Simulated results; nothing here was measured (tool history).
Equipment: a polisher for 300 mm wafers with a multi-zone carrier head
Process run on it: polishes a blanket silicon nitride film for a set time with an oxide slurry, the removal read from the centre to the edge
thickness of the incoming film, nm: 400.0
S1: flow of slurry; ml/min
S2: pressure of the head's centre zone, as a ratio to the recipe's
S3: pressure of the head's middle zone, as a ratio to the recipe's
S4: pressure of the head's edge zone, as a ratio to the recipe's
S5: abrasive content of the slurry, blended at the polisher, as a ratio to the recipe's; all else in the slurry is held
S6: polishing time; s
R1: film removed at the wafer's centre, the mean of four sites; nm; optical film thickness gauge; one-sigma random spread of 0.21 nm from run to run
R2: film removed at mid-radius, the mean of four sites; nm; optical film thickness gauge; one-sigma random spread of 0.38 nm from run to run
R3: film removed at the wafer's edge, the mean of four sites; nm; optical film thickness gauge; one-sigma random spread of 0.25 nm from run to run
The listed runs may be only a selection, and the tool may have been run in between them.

| run | hour | S1 | S2 | S3 | S4 | S5 | S6 | R1 | R2 | R3 |
|---|---|---|---|---|---|---|---|---|---|---|
| 1 | 0 | 190 | 1 | 1 | 1 | 1 | 83 | 50.137 | 50.201 | 51.823 |
| 2 | 1.1 | 195 | 1.01 | 1.01 | 0.97 | 0.9 | 76 | 44.346 | 43.737 | 43.567 |
| 3 | 5.2 | 195 | 1.05 | 1.01 | 0.97 | 0.9 | 76 | 44.841 | 44.07 | 43.839 |
| 4 | 11.6 | 195 | 1.04 | 1.01 | 0.95 | 0.8 | 72 | 39.466 | 38.749 | 38.761 |
| 5 | 13.5 | 195 | 1.04 | 1.01 | 0.95 | 0.85 | 72 | 41.34 | 40.09 | 39.44 |
| 6 | 20.4 | 195 | 1.04 | 1.01 | 1.01 | 0.85 | 72 | 41.331 | 40.274 | 41.525 |
| 7 | 27.8 | 195 | 1.04 | 1.01 | 0.98 | 0.8 | 69 | 38.247 | 38.432 | 37.554 |
| 8 | 28.5 | 195 | 1.04 | 1 | 0.95 | 0.75 | 67 | 36.015 | 34.203 | 33.858 |

Run 9, settings as shown, results not yet in. Your forecast:
| 9 | 36.4 | 195 | 1.01 | 1 | 0.92 | 0.7 | 67 | ? | ? | ? |

Run 9 gave R1 33.12 nm, R2 33.225 nm, R3 32.171 nm.
